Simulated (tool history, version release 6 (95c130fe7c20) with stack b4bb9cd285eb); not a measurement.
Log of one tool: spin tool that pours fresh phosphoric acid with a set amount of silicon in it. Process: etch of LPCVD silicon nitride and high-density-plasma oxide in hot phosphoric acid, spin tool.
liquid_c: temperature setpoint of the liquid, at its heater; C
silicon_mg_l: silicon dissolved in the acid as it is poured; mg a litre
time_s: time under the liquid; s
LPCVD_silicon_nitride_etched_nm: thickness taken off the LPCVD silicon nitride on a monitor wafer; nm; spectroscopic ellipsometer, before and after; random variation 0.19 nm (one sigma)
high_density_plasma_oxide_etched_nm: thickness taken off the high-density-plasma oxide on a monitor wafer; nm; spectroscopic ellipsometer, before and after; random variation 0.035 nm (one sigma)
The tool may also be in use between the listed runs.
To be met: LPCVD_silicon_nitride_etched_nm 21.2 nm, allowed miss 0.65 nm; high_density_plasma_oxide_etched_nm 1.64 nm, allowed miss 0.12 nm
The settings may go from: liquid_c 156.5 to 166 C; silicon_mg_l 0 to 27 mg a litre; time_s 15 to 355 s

| run | day | liquid_c | silicon_mg_l | time_s | LPCVD_silicon_nitride_etched_nm | high_density_plasma_oxide_etched_nm |
|---|---|---|---|---|---|---|
| 1 | 0 | 161 | 12 | 180 | 14.507 | 0.86229 |
| 2 | 0.179 | 161 | 6.5 | 180 | 14.651 | 0.99352 |
| 3 | 0.483 | 161 | 6.5 | 245 | 19.883 | 1.3455 |
| 4 | 0.625 | 159.5 | 6.5 | 245 | 18.651 | 1.1517 |
| 5 | 0.817 | 158.5 | 6.5 | 245 | 18.092 | 1.0546 |
| 6 | 0.917 | 158.5 | 12.5 | 245 | 18.023 | 0.93303 |
| 7 | 1.162 | 159.5 | 11 | 245 | 18.521 | 1.0509 |
| 8 | 1.238 | 160.5 | 10 | 245 | 19.361 | 1.1848 |
| 9 | 1.404 | 161 | 9 | 245 | 19.789 | 1.2224 |
| 10 | 1.65 | 161.5 | 8 | 245 | 19.795 | 1.2972 |
|  | 1.975 | heated supply line repaired |
| 11 | 1.975 | 162 | 7.5 | 245 | 22.401 | 1.7406 |
| 12 | 2.133 | 162 | 7 | 245 | 22.639 | 1.7051 |
| 13 | 2.179 | 162 | 7 | 245 | 22.788 | 1.6884 |
| 14 | 2.529 | 162 | 6.5 | 245 | 22.115 | 1.7777 |
| 15 | 2.771 | 161.5 | 6.5 | 245 | 22.132 | 1.7316 |

5 next moves are on the table. One of them brings every result within its allowed miss. Which?
| A | 3.012 | 162.5 | 7 | 250 | ? | ? |
| B | 3.012 | 163.5 | 13.5 | 245 | ? | ? |
| C | 3.012 | 163 | 13 | 245 | ? | ? |
| D | 3.012 | 162 | 6 | 250 | ? | ? |
| E | 3.012 | 162 | 6.5 | 230 | ? | ? |

| move | LPCVD_silicon_nitride_etched_nm | high_density_plasma_oxide_etched_nm |
|---|---|---|
| A | 23.757 | 1.8261 |
| B | 24.066 | 1.6646 |
| C | 23.671 | 1.6242 |
| D | 23.365 | 1.797 |
| E | 21.496 | 1.6364 |
A: further off than the last run
B: further off than the last run
C: further off than the last run
D: further off than the last run
E: meets every target
Answer: E
